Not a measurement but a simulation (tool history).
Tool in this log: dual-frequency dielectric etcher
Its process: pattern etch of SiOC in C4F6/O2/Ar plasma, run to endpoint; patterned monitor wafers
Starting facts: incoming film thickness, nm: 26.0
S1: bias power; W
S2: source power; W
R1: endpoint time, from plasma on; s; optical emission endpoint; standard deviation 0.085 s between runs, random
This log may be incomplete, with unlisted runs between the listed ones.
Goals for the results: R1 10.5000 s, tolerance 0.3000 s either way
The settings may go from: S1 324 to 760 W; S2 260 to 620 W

run  hour   S1   S2       R1
  1   0.0  542  440   8.4193
  2   8.0  515  420   8.9219
  3  10.2  575  420   8.3768
  4  19.1  628  420   8.1387
  5  24.8  628  470   7.7729
  6  31.0  591  450   8.0629
  7  34.4  560  440   8.3297
  8  39.7  451  350   9.8773
  9  45.2  451  350   9.8937
 10  48.6  443  350  10.0900
 11  53.3  438  350  10.0580
 12  60.9  432  350  10.0960
 13  68.7  427  350  10.1590
 14  73.3  423  350  10.3120

Next run, 5 choices. One meets every target within its allowed miss, the rest don't. Which?
  A  77.9  362  320   ?
  B  77.9  434  310   ?
  C  77.9  497  330   ?
  D  77.9  425  370   ?
  E  77.9  446  370   ?

move       R1
   A  11.2790
   B  10.6270
   C   9.8264
   D  10.0080
   E   9.8192
A: the result that was furthest off in the last run now lies on the other side of its target
B: in spec on every target
C: the biggest miss grows against the last run
D: the biggest miss grows against the last run
E: the biggest miss grows against the last run
Answer: B

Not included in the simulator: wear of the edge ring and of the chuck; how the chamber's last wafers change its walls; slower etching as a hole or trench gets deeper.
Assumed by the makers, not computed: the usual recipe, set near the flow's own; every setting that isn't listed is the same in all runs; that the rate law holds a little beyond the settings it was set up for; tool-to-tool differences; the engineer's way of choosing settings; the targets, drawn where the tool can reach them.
